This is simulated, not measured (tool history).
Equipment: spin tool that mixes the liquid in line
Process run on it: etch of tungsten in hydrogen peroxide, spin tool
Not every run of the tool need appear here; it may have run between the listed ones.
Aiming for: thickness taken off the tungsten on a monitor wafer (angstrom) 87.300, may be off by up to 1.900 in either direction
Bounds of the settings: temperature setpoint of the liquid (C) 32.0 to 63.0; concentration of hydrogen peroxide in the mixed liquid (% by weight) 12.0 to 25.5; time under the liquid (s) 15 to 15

run  hour  temperature setpoint of the liquid (C)  concentration of hydrogen peroxide in the mixed liquid (% by weight)  time under the liquid (s)  thickness taken off the tungsten on a monitor wafer (angstrom)
  1   0.0                                    47.0                                                                  17.5                         15                                                         111.680
  2   4.6                                    47.0                                                                  19.5                         15                                                         119.110
  3   7.3                                    47.0                                                                  19.5                         15                                                         118.630
  4   9.9                                    46.0                                                                  19.5                         15                                                         112.010
  5  14.8                                    46.0                                                                  19.5                         15                                                         112.390
  6  21.7                                    39.0                                                                  19.5                         15                                                          71.729
  7  28.1                                    39.5                                                                  19.5                         15                                                          74.012
  8  32.1                                    40.0                                                                  19.5                         15                                                          76.306
  9  40.3                                    40.5                                                                  19.5                         15                                                          78.623

Next run, 4 choices. One meets every target within its allowed miss, the rest don't. Which?
  A  48.5                                    43.5                                                                  17.5                         15                                                               ?
  B  48.5                                    43.0                                                                  19.5                         15                                                               ?
  C  48.5                                    42.0                                                                  19.5                         15                                                               ?
  D  48.5                                    37.5                                                                  21.0                         15                                                               ?

move  thickness taken off the tungsten on a monitor wafer (angstrom)
   A                                                          89.653
   B                                                          91.668
   C                                                          85.980
   D                                                          66.540
A: the result that was furthest off in the last run now lies on the other side of its target
B: the result that was furthest off in the last run now lies on the other side of its target
C: hits every target within its allowed miss
D: further off than the last run
Move C is the one to make.

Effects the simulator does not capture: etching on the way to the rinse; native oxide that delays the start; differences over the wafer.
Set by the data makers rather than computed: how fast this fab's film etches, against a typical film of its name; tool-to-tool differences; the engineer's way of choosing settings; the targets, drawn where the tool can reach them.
